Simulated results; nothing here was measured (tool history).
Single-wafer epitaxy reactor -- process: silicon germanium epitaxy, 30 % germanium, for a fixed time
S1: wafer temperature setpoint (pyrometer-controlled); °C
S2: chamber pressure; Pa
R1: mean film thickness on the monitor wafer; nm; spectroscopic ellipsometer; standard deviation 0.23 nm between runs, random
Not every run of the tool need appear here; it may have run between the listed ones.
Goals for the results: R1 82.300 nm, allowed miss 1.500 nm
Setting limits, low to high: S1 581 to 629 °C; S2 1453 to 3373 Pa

{"run": 1, "day": 0.0, "S1": 605, "S2": 2413, "R1": 61.6}
{"run": 2, "day": 0.246, "S1": 605, "S2": 2680, "R1": 64.539}
{"run": 3, "day": 0.362, "S1": 609, "S2": 2693, "R1": 69.021}
{"run": 4, "day": 0.55, "S1": 612, "S2": 2706, "R1": 73.069}
{"run": 5, "day": 0.679, "S1": 604, "S2": 2706, "R1": 63.786}
{"run": 6, "day": 1.046, "S1": 604, "S2": 2866, "R1": 65.706}
{"run": 7, "day": 1.104, "S1": 604, "S2": 2866, "R1": 65.314}
{"run": 8, "day": 1.367, "S1": 608, "S2": 2880, "R1": 70.115}
{"run": 9, "day": 1.696, "S1": 611, "S2": 2880, "R1": 73.861}
{"run": 10, "day": 1.767, "S1": 613, "S2": 2880, "R1": 75.838}
{"run": 11, "day": 1.825, "S1": 614, "S2": 2880, "R1": 77.66}
{"run": 12, "day": 2.067, "S1": 615, "S2": 2880, "R1": 78.962}
{"run": 13, "day": 2.417, "S1": 616, "S2": 2880, "R1": 80.277}

Consider the 5 candidate settings below. Which is the only one whose results all fall within their allowed miss of target?
{"run": "A", "day": 2.767, "S1": 619, "S2": 2986, "R1": "?"}
{"run": "B", "day": 2.767, "S1": 615, "S2": 2920, "R1": "?"}
{"run": "C", "day": 2.767, "S1": 620, "S2": 2933, "R1": "?"}
{"run": "D", "day": 2.767, "S1": 617, "S2": 2973, "R1": "?"}
{"run": "E", "day": 2.767, "S1": 614, "S2": 3013, "R1": "?"}

move=A R1=85.365
move=B R1=79.141
move=C R1=86.160
move=D R1=82.427
move=E R1=78.826
A: takes the result that was furthest off past its target
B: misses by more than the last run did
C: takes the result that was furthest off past its target
D: every result lands within tolerance
E: misses by more than the last run did
D is the move that brings every result within its allowed miss.
